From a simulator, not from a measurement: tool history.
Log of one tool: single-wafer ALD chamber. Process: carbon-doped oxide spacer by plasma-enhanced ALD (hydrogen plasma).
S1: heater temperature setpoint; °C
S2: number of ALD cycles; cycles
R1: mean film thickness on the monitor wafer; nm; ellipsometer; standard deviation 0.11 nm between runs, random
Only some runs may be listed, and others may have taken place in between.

run 1 hour=0.0 | S1=410 S2=559 | R1=28.281
run 2 hour=1.8 | S1=413 S2=544 | R1=27.231
run 3 hour=6.6 | S1=416 S2=533 | R1=26.332
run 4 hour=15.2 | S1=409 S2=533 | R1=26.858
run 5 hour=16.9 | S1=409 S2=498 | R1=25.101
run 6 hour=24.4 | S1=411 S2=495 | R1=24.825
run 7 hour=31.4 | S1=413 S2=493 | R1=24.583

What will run 8 give?
run 8 hour=33.3 | S1=415 S2=491 | R1=?

{"run 8": {"R1": 24.566}}

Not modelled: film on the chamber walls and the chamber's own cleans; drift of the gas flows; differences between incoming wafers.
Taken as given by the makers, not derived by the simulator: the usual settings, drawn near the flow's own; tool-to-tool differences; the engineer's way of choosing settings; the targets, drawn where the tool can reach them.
